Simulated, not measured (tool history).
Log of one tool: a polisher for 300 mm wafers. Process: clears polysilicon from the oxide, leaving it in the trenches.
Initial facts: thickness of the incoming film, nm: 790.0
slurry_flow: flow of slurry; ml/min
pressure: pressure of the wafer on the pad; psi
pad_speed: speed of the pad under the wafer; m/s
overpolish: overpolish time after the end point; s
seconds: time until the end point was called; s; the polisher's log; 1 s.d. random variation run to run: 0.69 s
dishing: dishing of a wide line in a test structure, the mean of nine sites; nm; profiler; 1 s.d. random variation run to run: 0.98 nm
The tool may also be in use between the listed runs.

| run | hour | slurry_flow | pressure | pad_speed | overpolish | seconds | dishing |
|---|---|---|---|---|---|---|---|
| 1 | 0.0 | 190 | 2.8 | 0.92 | 13 | 54.165 | 56.618 |
| 2 | 2.9 | 190 | 2.1 | 0.92 | 13 | 72.732 | 52.895 |
| 3 | 5.3 | 190 | 2.6 | 0.94 | 11 | 53.728 | 54.452 |
| 4 | 7.3 | 190 | 2.6 | 0.78 | 11 | 68.986 | 51.084 |
| 5 | 15.0 | 190 | 3.1 | 0.80 | 11 | 55.776 | 52.801 |
| 6 | 23.5 | 190 | 2.8 | 0.80 | 11 | 60.697 | 51.384 |
| 7 | 27.0 | 190 | 3.6 | 0.88 | 12 | 43.549 | 55.514 |
| 8 | 29.2 | 190 | 3.8 | 0.90 | 12 | 40.579 | 56.250 |
| 9 | 30.6 | 190 | 3.9 | 0.90 | 12 | 40.242 | 56.058 |

Predict the results of run 10:
| 10 | 32.2 | 190 | 3.9 | 0.90 | 12 | ? | ? |

Logged for run 10: seconds 39.354 s, dishing 57.524 nm.
